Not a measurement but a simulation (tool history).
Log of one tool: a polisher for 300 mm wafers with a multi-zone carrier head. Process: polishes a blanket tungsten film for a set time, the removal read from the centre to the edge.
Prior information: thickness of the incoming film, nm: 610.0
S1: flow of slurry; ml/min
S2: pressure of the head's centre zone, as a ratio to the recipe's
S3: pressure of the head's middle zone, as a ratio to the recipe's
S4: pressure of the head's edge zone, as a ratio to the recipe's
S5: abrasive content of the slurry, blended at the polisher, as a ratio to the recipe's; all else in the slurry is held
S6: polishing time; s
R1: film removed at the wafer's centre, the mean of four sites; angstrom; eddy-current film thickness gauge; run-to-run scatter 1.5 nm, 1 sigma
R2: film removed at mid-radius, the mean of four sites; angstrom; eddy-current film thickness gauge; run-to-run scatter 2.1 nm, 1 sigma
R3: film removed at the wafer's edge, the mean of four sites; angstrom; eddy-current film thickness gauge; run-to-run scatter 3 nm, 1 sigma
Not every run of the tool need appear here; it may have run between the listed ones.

run  hour   S1    S2    S3    S4    S5  S6      R1      R2      R3
  1   0.0  285  1.00  1.00  1.00  1.00  26  2055.8  2042.9  2095.3
  2   3.6  285  1.00  1.00  1.00  1.15  26  2106.5  2095.1  2145.7
  3   8.3  280  0.96  0.97  1.00  1.10  26  2015.5  2066.9  2151.1
  4  11.1  280  0.96  0.97  1.00  1.25  26  2082.4  2148.5  2165.4
  5  13.5  280  0.96  0.97  1.00  1.35  26  2125.3  2215.1  2155.7
  6  22.2  280  0.96  0.97  1.00  1.35  20  1620.3  1668.9  1673.3
  7  28.0  280  0.94  0.95  1.04  1.35  20  1595.7  1615.5  1719.2
  8  35.0  285  0.93  0.95  1.07  1.40  20  1627.6  1663.4  1806.5
  9  38.4  290  0.92  0.95  1.09  1.40  20  1588.4  1674.0  1798.6

Predict the results of run 10:
 10  40.9  265  0.90  0.87  1.18  1.50  22   ?   ?   ?

Run 10 measured R1 1724.1 angstrom, R2 1726.1 angstrom, R3 2071.1 angstrom.
